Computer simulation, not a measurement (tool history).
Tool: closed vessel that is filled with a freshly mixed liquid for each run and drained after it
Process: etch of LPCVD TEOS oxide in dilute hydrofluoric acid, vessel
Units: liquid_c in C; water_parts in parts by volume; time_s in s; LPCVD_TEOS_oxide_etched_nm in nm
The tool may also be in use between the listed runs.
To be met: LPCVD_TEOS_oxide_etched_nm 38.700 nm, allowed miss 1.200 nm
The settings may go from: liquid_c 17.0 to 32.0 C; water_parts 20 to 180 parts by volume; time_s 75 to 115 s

Run 1, hour 0.0: liquid_c 24.0 C, water_parts 100 parts by volume, time_s 115 s. Result: LPCVD_TEOS_oxide_etched_nm 20.789 nm.
Run 2, hour 7.8: liquid_c 20.5 C, water_parts 100 parts by volume, time_s 115 s. Result: LPCVD_TEOS_oxide_etched_nm 17.650 nm.
Run 3, hour 14.8: liquid_c 22.0 C, water_parts 95 parts by volume, time_s 115 s. Result: LPCVD_TEOS_oxide_etched_nm 20.281 nm.
Run 4, hour 16.0: liquid_c 22.0 C, water_parts 75 parts by volume, time_s 115 s. Result: LPCVD_TEOS_oxide_etched_nm 25.901 nm.
Run 5, hour 23.5: liquid_c 23.5 C, water_parts 75 parts by volume, time_s 115 s. Result: LPCVD_TEOS_oxide_etched_nm 27.240 nm.
Run 6, hour 29.4: liquid_c 24.5 C, water_parts 75 parts by volume, time_s 115 s. Result: LPCVD_TEOS_oxide_etched_nm 28.823 nm.
Run 7, hour 31.6: liquid_c 25.5 C, water_parts 75 parts by volume, time_s 115 s. Result: LPCVD_TEOS_oxide_etched_nm 29.680 nm.
Run 8, hour 38.3: liquid_c 26.5 C, water_parts 75 parts by volume, time_s 115 s. Result: LPCVD_TEOS_oxide_etched_nm 31.387 nm.
Run 9, hour 40.5: liquid_c 27.0 C, water_parts 75 parts by volume, time_s 115 s. Result: LPCVD_TEOS_oxide_etched_nm 31.827 nm.
Run 10, hour 48.8: liquid_c 27.5 C, water_parts 75 parts by volume, time_s 115 s. Result: LPCVD_TEOS_oxide_etched_nm 32.810 nm.
Run 11, hour 57.5: liquid_c 28.0 C, water_parts 75 parts by volume, time_s 115 s. Result: LPCVD_TEOS_oxide_etched_nm 33.104 nm.
Run 12, hour 62.0: liquid_c 28.5 C, water_parts 75 parts by volume, time_s 115 s. Result: LPCVD_TEOS_oxide_etched_nm 34.005 nm.

Which of these 4 next moves meets every target?
Run A, hour 66.5: liquid_c 32.0 C, water_parts 75 parts by volume, time_s 115 s. Result: LPCVD_TEOS_oxide_etched_nm ?.
Run B, hour 66.5: liquid_c 25.5 C, water_parts 55 parts by volume, time_s 115 s. Result: LPCVD_TEOS_oxide_etched_nm ?.
Run C, hour 66.5: liquid_c 28.5 C, water_parts 80 parts by volume, time_s 115 s. Result: LPCVD_TEOS_oxide_etched_nm ?.
Run D, hour 66.5: liquid_c 28.0 C, water_parts 75 parts by volume, time_s 115 s. Result: LPCVD_TEOS_oxide_etched_nm ?.

move  LPCVD_TEOS_oxide_etched_nm
   A                      39.014
   B                      42.482
   C                      31.767
   D                      33.468
A: meets every target
B: takes the result that was furthest off past its target
C: further off than the last run
D: further off than the last run
The right move is A.

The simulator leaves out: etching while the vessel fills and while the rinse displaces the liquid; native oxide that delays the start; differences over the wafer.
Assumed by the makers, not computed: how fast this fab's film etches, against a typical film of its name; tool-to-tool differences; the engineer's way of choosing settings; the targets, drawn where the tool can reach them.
